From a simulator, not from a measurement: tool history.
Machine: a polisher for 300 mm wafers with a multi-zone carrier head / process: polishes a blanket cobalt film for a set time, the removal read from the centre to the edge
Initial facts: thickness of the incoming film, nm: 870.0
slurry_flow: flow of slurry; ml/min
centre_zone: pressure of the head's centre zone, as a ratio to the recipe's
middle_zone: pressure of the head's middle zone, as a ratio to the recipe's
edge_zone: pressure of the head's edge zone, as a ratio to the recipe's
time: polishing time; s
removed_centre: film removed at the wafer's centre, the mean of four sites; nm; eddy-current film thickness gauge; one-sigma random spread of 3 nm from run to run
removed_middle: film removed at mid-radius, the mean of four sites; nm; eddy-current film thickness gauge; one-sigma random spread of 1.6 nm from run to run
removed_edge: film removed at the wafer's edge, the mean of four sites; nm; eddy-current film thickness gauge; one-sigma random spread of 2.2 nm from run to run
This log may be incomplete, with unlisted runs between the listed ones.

run	hour	slurry_flow	centre_zone	middle_zone	edge_zone	time	removed_centre	removed_middle	removed_edge
1	0	250	1	1	1	54	249.78	256.05	246.13
2	3.2	250	1	1	0.98	53	241.62	248.49	238.39
3	11.8	195	1	1	0.98	53	237.63	244.51	234.75
4	20.2	195	1	1	1.03	53	236.03	242.29	245.41
5	25.9	195	1	1	1.03	46	203.54	209.55	206.77
6	28.6	195	1	1	1.02	46	204.17	207.42	208.32
7	36.2	200	1	1.01	1.01	46	203.86	214.41	206.74

Run 8 is up next; what results do you expect?
8	41.3	200	1.01	1.01	1	46	?	?	?

removed_centre: 204.31 nm
removed_middle: 214.6 nm
removed_edge: 209.42 nm

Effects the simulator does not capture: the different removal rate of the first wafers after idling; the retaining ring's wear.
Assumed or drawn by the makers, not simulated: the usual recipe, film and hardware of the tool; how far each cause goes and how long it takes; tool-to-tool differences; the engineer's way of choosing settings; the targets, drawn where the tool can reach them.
